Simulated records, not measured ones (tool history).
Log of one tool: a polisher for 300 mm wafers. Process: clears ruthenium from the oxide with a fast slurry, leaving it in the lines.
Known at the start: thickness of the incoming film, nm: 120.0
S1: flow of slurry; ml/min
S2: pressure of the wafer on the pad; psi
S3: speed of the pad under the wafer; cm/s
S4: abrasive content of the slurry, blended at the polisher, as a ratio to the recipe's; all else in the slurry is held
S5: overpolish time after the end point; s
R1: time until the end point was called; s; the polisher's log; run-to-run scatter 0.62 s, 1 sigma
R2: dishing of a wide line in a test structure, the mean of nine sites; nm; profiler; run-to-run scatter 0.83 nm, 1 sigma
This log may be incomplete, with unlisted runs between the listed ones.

{"run": 1, "hour": 0.0, "S1": 295, "S2": 3.3, "S3": 94, "S4": 1, "S5": 25, "R1": 25.03, "R2": 67.854}
{"run": 2, "hour": 6.6, "S1": 260, "S2": 3.3, "S3": 94, "S4": 1, "S5": 25, "R1": 25.611, "R2": 68.367}
{"run": 3, "hour": 13.2, "S1": 260, "S2": 3.1, "S3": 94, "S4": 1, "S5": 25, "R1": 27.585, "R2": 66.459}
{"run": 4, "hour": 19.5, "S1": 260, "S2": 3.1, "S3": 94, "S4": 0.9, "S5": 25, "R1": 28.942, "R2": 66.355}
{"run": 5, "hour": 27.4, "S1": 260, "S2": 3.1, "S3": 94, "S4": 1, "S5": 25, "R1": 27.544, "R2": 66.081}
{"run": 6, "hour": 28.0, "S1": 260, "S2": 3.1, "S3": 94, "S4": 1, "S5": 29, "R1": 27.863, "R2": 72.597}
{"run": 7, "hour": 32.3, "S1": 260, "S2": 2.9, "S3": 94, "S4": 1, "S5": 28, "R1": 28.484, "R2": 69.339}
{"run": 8, "hour": 36.6, "S1": 260, "S2": 2.7, "S3": 92, "S4": 1, "S5": 27, "R1": 31.361, "R2": 65.939}
{"run": 9, "hour": 40.7, "S1": 260, "S2": 2.7, "S3": 92, "S4": 1, "S5": 27, "R1": 31.239, "R2": 66.363}
{"run": 10, "hour": 44.9, "S1": 260, "S2": 2.5, "S3": 90, "S4": 1, "S5": 26, "R1": 33.206, "R2": 58.823}
{"run": 11, "hour": 50.7, "S1": 260, "S2": 2.4, "S3": 90, "S4": 1, "S5": 26, "R1": 35.193, "R2": 57.392}
{"run": 12, "hour": 57.3, "S1": 260, "S2": 2.3, "S3": 90, "S4": 1, "S5": 26, "R1": 37.529, "R2": 55.916}

Forecast run 13:
{"run": 13, "hour": 60.6, "S1": 260, "S2": 2.2, "S3": 90, "S4": 1, "S5": 26, "R1": "?", "R2": "?"}

{"run 13": {"R1": 38.347, "R2": 55.598}}
